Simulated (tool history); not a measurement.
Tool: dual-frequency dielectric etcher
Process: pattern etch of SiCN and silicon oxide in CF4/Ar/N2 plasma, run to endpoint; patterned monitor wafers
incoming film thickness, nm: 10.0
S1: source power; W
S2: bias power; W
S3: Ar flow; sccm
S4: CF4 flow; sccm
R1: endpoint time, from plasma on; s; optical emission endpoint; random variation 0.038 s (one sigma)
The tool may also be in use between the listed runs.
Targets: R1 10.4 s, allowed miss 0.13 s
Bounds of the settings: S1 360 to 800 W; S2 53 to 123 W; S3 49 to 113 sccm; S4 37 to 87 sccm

{"run": 1, "hour": 0.0, "S1": 580, "S2": 88, "S3": 81, "S4": 62, "R1": 9.1416}
{"run": 2, "hour": 7.7, "S1": 550, "S2": 88, "S3": 81, "S4": 62, "R1": 9.7108}
{"run": 3, "hour": 15.5, "S1": 540, "S2": 88, "S3": 81, "S4": 62, "R1": 9.9824}
{"run": 4, "hour": 23.9, "S1": 540, "S2": 97, "S3": 81, "S4": 62, "R1": 9.6431}
{"run": 5, "hour": 26.9, "S1": 540, "S2": 97, "S3": 89, "S4": 62, "R1": 9.7361}
{"run": 6, "hour": 35.0, "S1": 540, "S2": 97, "S3": 82, "S4": 62, "R1": 9.6686}
{"run": 7, "hour": 41.0, "S1": 480, "S2": 97, "S3": 82, "S4": 62, "R1": 11.141}
{"run": 8, "hour": 45.7, "S1": 490, "S2": 97, "S3": 82, "S4": 62, "R1": 10.837}
{"run": 9, "hour": 46.8, "S1": 500, "S2": 97, "S3": 82, "S4": 62, "R1": 10.555}

Which of these 5 next moves meets every target?
{"run": "A", "hour": 47.9, "S1": 500, "S2": 96, "S3": 84, "S4": 58, "R1": "?"}
{"run": "B", "hour": 47.9, "S1": 520, "S2": 97, "S3": 95, "S4": 45, "R1": "?"}
{"run": "C", "hour": 47.9, "S1": 480, "S2": 98, "S3": 76, "S4": 75, "R1": "?"}
{"run": "D", "hour": 47.9, "S1": 500, "S2": 111, "S3": 70, "S4": 42, "R1": "?"}
{"run": "E", "hour": 47.9, "S1": 490, "S2": 98, "S3": 83, "S4": 61, "R1": "?"}

move=A R1=10.699
move=B R1=10.737
move=C R1=10.671
move=D R1=10.364
move=E R1=10.806
A: further off than the last run
B: further off than the last run
C: further off than the last run
D: meets every target
E: further off than the last run
Move D is the one to make.
